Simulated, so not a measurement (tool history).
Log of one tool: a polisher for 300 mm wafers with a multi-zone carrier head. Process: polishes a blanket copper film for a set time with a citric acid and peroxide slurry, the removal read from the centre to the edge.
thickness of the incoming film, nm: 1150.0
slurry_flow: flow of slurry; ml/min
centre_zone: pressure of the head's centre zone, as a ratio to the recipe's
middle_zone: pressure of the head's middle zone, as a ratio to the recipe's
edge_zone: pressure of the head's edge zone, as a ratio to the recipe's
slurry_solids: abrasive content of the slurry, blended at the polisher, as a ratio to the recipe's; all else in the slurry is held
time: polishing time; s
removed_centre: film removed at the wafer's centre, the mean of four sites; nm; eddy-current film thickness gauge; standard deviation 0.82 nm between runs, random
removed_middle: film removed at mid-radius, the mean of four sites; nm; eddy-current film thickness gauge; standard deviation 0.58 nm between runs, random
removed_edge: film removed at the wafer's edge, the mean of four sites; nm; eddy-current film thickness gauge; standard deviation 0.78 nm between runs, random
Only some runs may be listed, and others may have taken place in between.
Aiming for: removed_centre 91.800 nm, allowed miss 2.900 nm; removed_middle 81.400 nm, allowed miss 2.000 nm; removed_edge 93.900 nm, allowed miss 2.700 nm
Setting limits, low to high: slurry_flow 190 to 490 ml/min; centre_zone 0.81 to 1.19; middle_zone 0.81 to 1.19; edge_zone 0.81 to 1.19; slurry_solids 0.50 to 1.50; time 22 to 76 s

| run | hour | slurry_flow | centre_zone | middle_zone | edge_zone | slurry_solids | time | removed_centre | removed_middle | removed_edge |
|---|---|---|---|---|---|---|---|---|---|---|
| 1 | 0.0 | 315 | 1.00 | 1.00 | 1.00 | 1.00 | 49 | 100.590 | 102.880 | 102.670 |
| 2 | 2.0 | 315 | 1.00 | 0.93 | 1.00 | 1.00 | 49 | 99.799 | 97.949 | 103.950 |
| 3 | 2.8 | 315 | 1.00 | 0.89 | 1.00 | 1.00 | 49 | 99.296 | 93.319 | 102.540 |
| 4 | 8.8 | 315 | 1.00 | 0.82 | 1.00 | 1.00 | 49 | 98.214 | 87.373 | 102.780 |
| 5 | 12.0 | 255 | 1.00 | 0.82 | 1.00 | 1.00 | 49 | 95.923 | 84.882 | 99.190 |
| 6 | 17.5 | 255 | 1.05 | 0.82 | 1.00 | 1.00 | 49 | 98.525 | 84.101 | 101.190 |
| 7 | 22.5 | 250 | 1.04 | 0.82 | 0.99 | 1.00 | 49 | 98.627 | 84.691 | 99.589 |
|  | 24.6 | slurry nozzle cleaned |
| 8 | 24.6 | 245 | 1.03 | 0.82 | 0.99 | 1.00 | 49 | 103.210 | 89.094 | 103.330 |

Consider the 5 candidate settings below. Which is the only one whose results all fall within their allowed miss of target?
| A | 26.7 | 275 | 1.10 | 0.81 | 0.96 | 1.00 | 44 | ? | ? | ? |
| B | 26.7 | 220 | 0.94 | 0.98 | 0.85 | 1.10 | 45 | ? | ? | ? |
| C | 26.7 | 210 | 1.05 | 1.00 | 0.83 | 1.00 | 47 | ? | ? | ? |
| D | 26.7 | 235 | 1.17 | 0.81 | 0.90 | 1.00 | 48 | ? | ? | ? |
| E | 26.7 | 230 | 1.01 | 0.83 | 0.98 | 0.65 | 50 | ? | ? | ? |

| move | removed_centre | removed_middle | removed_edge |
|---|---|---|---|
| A | 99.469 | 79.646 | 92.133 |
| B | 86.641 | 95.348 | 89.357 |
| C | 98.003 | 98.184 | 89.676 |
| D | 113.200 | 85.343 | 96.249 |
| E | 90.590 | 80.808 | 92.941 |
A: moves toward the targets from the last run without getting all of them in spec
B: pushes the last run's worst result past its target
C: further off than the last run
D: further off than the last run
E: hits every target within its allowed miss
The move that meets every target is E.
